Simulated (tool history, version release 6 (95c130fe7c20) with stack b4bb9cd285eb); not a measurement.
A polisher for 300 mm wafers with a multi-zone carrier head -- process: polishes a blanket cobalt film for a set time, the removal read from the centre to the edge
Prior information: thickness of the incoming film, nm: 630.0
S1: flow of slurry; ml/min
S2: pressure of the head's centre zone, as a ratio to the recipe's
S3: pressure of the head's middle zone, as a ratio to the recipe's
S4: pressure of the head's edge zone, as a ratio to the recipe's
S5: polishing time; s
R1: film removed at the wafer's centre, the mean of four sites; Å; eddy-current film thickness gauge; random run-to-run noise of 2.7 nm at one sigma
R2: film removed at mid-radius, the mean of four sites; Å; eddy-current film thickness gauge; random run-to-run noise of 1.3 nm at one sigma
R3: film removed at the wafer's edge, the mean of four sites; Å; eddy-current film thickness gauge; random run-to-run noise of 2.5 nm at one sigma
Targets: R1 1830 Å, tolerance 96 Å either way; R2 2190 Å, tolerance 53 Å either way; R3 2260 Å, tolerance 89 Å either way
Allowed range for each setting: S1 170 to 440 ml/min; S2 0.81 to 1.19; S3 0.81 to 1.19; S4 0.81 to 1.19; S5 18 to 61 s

Run 1, day 0: S1 280 ml/min, S2 1, S3 1, S4 1, S5 39 s. Result: R1 2473.3 Å, R2 2378.9 Å, R3 2365.9 Å.
Run 2, day 0.154: S1 280 ml/min, S2 1, S3 1, S4 0.96, S5 39 s. Result: R1 2383.9 Å, R2 2393.1 Å, R3 2335 Å.
Run 3, day 0.388: S1 280 ml/min, S2 1, S3 1, S4 0.96, S5 43 s. Result: R1 2745.2 Å, R2 2625.4 Å, R3 2621.5 Å.
Run 4, day 0.704: S1 280 ml/min, S2 1, S3 1, S4 0.93, S5 43 s. Result: R1 2654.1 Å, R2 2651.1 Å, R3 2608.8 Å.
Run 5, day 1.054: S1 280 ml/min, S2 1, S3 1, S4 0.93, S5 34 s. Result: R1 2117.7 Å, R2 2066.2 Å, R3 2057.8 Å.
Run 6, day 1.371: S1 265 ml/min, S2 0.94, S3 0.99, S4 0.93, S5 35 s. Result: R1 1986.3 Å, R2 2127.9 Å, R3 2089 Å.
Run 7, day 1.467: S1 260 ml/min, S2 0.9, S3 0.97, S4 0.94, S5 36 s. Result: R1 2028.8 Å, R2 2134.2 Å, R3 2150.9 Å.
Run 8, day 1.833: S1 235 ml/min, S2 0.87, S3 0.97, S4 0.93, S5 37 s. Result: R1 1952.3 Å, R2 2167 Å, R3 2189 Å.

5 next moves are on the table. One of them brings every result within its allowed miss. Which?
Run A, day 2.2: S1 175 ml/min, S2 0.81, S3 1.01, S4 0.88, S5 37 s. Result: R1 ?, R2 ?, R3 ?.
Run B, day 2.2: S1 200 ml/min, S2 0.81, S3 0.97, S4 0.97, S5 38 s. Result: R1 ?, R2 ?, R3 ?.
Run C, day 2.2: S1 200 ml/min, S2 0.81, S3 1.14, S4 0.9, S5 36 s. Result: R1 ?, R2 ?, R3 ?.
Run D, day 2.2: S1 200 ml/min, S2 0.83, S3 1.02, S4 0.94, S5 36 s. Result: R1 ?, R2 ?, R3 ?.
Run E, day 2.2: S1 205 ml/min, S2 0.81, S3 1.01, S4 0.92, S5 39 s. Result: R1 ?, R2 ?, R3 ?.

move      R1      R2      R3
   A  1778.1  2118.4    2104
   B  1877.4  2155.7  2290.9
   C  1780.7  2343.2  2099.8
   D  1823.5  2130.5  2140.8
   E  1936.3  2298.8  2306.2
A: the furthest-off result lands on target, but another misses its tolerance
B: all results in spec
C: the furthest-off result lands on target, but another misses its tolerance
D: the furthest-off result lands on target, but another misses its tolerance
E: misses by more than the last run did
B meets every target.
